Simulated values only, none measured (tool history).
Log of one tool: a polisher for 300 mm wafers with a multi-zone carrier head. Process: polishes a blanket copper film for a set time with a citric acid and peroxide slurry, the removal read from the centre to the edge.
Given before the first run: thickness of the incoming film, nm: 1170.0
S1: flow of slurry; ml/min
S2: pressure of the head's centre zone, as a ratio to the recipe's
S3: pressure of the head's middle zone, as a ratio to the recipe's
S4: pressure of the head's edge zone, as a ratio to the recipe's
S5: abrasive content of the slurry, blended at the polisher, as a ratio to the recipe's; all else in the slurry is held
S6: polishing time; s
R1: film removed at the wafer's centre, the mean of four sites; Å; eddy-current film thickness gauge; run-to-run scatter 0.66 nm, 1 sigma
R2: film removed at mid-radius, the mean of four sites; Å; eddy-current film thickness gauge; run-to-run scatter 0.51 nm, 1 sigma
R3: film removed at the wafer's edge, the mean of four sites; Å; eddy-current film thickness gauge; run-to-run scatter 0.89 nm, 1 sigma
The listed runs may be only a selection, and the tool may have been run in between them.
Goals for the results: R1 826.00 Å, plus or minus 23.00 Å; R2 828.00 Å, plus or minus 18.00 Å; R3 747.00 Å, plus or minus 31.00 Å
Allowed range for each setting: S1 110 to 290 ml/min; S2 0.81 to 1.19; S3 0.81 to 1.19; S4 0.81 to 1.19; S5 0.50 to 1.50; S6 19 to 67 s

run,hour,S1,S2,S3,S4,S5,S6,R1,R2,R3
1,0.0,185,1.00,1.00,1.00,1.00,43,991.10,1019.40,1005.50
2,4.1,185,1.00,1.00,0.96,0.90,42,958.29,980.30,934.29
3,7.8,175,0.99,0.99,0.93,0.80,42,923.16,948.58,896.63
4,13.6,175,0.99,0.99,0.93,0.80,53,1173.90,1188.30,1126.10
5,16.4,175,0.99,0.99,0.87,0.80,53,1161.40,1189.30,1121.20
6,24.4,175,0.99,0.99,0.86,0.75,50,1082.90,1128.40,1035.30
7,30.8,175,0.99,0.99,0.86,0.75,50,1095.50,1108.80,1025.80
8,37.3,175,0.99,0.98,0.85,0.70,48,1037.20,1048.00,976.98
9,38.3,170,0.99,0.98,0.84,0.65,46,987.48,1004.60,908.15
10,42.8,160,0.99,0.97,0.83,0.60,45,931.11,952.38,880.74
11,51.3,160,0.99,0.97,0.83,0.60,45,947.16,965.42,901.44
12,53.3,180,0.98,0.96,0.83,0.60,43,909.81,917.79,844.46
13,59.3,190,0.97,0.95,0.83,0.60,42,884.50,896.98,826.84
14,61.4,195,0.97,0.95,0.83,0.60,41,872.81,874.69,816.24
15,69.7,195,0.97,0.95,0.83,0.60,40,852.76,857.21,807.81
16,72.0,190,0.98,0.96,0.83,0.60,40,864.43,860.63,806.48
17,76.8,190,0.98,0.97,0.83,0.60,39,825.68,850.88,777.23

Below are 4 possible settings for the next run. Only one of them brings all results inside the allowed miss of their targets. Which is it?
A,81.6,210,1.03,1.01,0.86,0.70,36,?,?,?
B,81.6,165,0.89,0.93,0.87,0.55,43,?,?,?
C,81.6,180,0.94,0.98,0.82,0.70,39,?,?,?
D,81.6,185,0.96,1.03,0.84,1.05,36,?,?,?

move,R1,R2,R3
A,834.31,829.64,757.37
B,807.85,872.73,865.79
C,806.40,859.76,792.17
D,805.54,876.11,781.10
A: all results in spec
B: misses by more than the last run did
C: misses by more than the last run did
D: misses by more than the last run did
Go with A: it meets all targets.
